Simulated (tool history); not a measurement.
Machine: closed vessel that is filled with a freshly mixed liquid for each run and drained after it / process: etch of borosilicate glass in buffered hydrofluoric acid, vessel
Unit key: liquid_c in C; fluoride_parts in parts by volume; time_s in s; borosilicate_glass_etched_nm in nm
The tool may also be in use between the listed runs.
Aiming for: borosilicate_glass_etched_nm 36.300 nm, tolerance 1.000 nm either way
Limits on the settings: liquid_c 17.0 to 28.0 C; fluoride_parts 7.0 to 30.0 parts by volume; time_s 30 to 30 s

run,hour,liquid_c,fluoride_parts,time_s,borosilicate_glass_etched_nm
1,0.0,20.0,19.0,30,15.518
2,7.4,21.5,19.0,30,16.792
3,15.2,23.0,17.0,30,20.278
4,20.9,23.0,21.0,30,16.912
5,28.1,26.0,21.0,30,19.764
6,35.1,26.5,18.5,30,22.371
7,40.8,27.0,16.0,30,26.819
8,47.7,27.0,15.0,30,28.699
9,56.1,28.0,11.0,30,40.831
10,65.1,27.5,11.0,30,39.936
11,69.3,27.0,11.0,30,38.820

Which of these 5 next moves meets every target?
A,73.5,28.0,10.5,30,?
B,73.5,27.5,10.5,30,?
C,73.5,27.0,10.0,30,?
D,73.5,27.5,12.0,30,?
E,73.5,24.0,8.5,30,?

move,borosilicate_glass_etched_nm
A,42.735
B,41.631
C,42.548
D,36.501
E,41.370
A: lands further from the targets than the last run did
B: lands further from the targets than the last run did
C: lands further from the targets than the last run did
D: every result lands within tolerance
E: lands further from the targets than the last run did
Answer: D
